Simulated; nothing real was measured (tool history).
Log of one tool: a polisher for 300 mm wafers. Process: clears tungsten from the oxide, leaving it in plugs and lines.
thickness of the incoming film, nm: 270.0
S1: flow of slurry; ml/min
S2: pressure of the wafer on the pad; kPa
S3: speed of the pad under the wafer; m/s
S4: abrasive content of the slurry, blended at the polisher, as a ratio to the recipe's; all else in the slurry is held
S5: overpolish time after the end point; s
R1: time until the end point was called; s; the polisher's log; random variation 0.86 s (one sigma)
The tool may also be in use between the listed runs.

| run | hour | S1 | S2 | S3 | S4 | S5 | R1 |
|---|---|---|---|---|---|---|---|
| 1 | 0 | 135 | 29 | 1.1 | 1 | 4 | 56.318 |
| 2 | 3.4 | 135 | 29 | 1.3 | 1 | 4 | 48.558 |
| 3 | 5.1 | 130 | 24.1 | 1.3 | 1 | 4 | 58.053 |
| 4 | 11.9 | 130 | 24.1 | 1.52 | 1 | 4 | 50.018 |
| 5 | 13.6 | 130 | 29.6 | 1.52 | 1 | 4 | 41.013 |
| 6 | 20.3 | 125 | 24.8 | 1.48 | 1 | 4 | 51.479 |

Forecast run 7:
| 7 | 22.1 | 115 | 21.4 | 1.48 | 1 | 4 | ? |

Run 7 gave R1 59.123 s.

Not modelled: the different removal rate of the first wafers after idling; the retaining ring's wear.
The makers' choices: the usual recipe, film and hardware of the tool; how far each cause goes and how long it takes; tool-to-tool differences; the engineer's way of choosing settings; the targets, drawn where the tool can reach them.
